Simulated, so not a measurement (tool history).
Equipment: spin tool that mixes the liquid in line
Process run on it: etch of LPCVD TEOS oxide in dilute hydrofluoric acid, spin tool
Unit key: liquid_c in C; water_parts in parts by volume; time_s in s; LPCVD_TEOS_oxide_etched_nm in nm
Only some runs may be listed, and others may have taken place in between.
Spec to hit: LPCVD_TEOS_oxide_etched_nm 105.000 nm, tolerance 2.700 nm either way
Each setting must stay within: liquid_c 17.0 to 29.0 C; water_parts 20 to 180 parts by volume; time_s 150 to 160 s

run  hour  liquid_c  water_parts  time_s  LPCVD_TEOS_oxide_etched_nm
  1   0.0      21.0          100     150                      68.571
  2   6.3      21.0          100     150                      68.913
  3  12.5      22.5          100     150                      71.917
  4  13.2      22.5          100     150                      72.499
  5  21.3      22.5          120     150                      58.557
  6  26.1      22.5          120     160                      62.727
  7  27.6      24.0          115     160                      69.464
  8  31.0      24.0          115     160                      70.194
     37.7  -- thermometer replaced
  9  37.7      25.0          110     160                      72.271
 10  42.9      25.5          100     160                      82.279

Of the 5 settings listed for the next run, only one would bring every result within its allowed miss of target. Which one?
  A  48.1      25.0           80     150                           ?
  B  48.1      21.0           65     160                           ?
  C  48.1      24.5          100     150                           ?
  D  48.1      25.5           80     160                           ?
  E  48.1      25.5          100     150                           ?

move  LPCVD_TEOS_oxide_etched_nm
   A                      96.268
   B                     109.400
   C                      73.609
   D                     104.750
   E                      76.556
A: closer than the last run, but not yet in spec
B: pushes the last run's worst result past its target
C: further off than the last run
D: all results land within tolerance of their targets
E: further off than the last run
D is the move that brings every result within its allowed miss.
